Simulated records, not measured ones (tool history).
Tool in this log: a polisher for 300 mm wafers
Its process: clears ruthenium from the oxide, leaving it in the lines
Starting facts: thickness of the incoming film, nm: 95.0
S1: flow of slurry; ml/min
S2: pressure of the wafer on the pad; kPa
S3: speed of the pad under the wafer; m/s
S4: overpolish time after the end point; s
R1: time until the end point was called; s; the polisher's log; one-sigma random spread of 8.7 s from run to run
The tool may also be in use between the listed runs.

run	day	S1	S2	S3	S4	R1
1	0.000	165	9.7	0.96	4	150.88
2	0.354	160	7.6	0.80	4	217.19
3	0.512	140	6.2	0.68	4	305.01
4	0.675	160	6.2	0.68	4	297.02
5	1.038	160	5.5	0.62	4	352.77
6	1.100	160	4.8	0.58	4	414.06
7	1.417	160	4.8	0.56	4	423.15

What will run 8 give?
8	1.579	160	4.1	0.54	4	?

Run 8 came out at R1 513.56 s.

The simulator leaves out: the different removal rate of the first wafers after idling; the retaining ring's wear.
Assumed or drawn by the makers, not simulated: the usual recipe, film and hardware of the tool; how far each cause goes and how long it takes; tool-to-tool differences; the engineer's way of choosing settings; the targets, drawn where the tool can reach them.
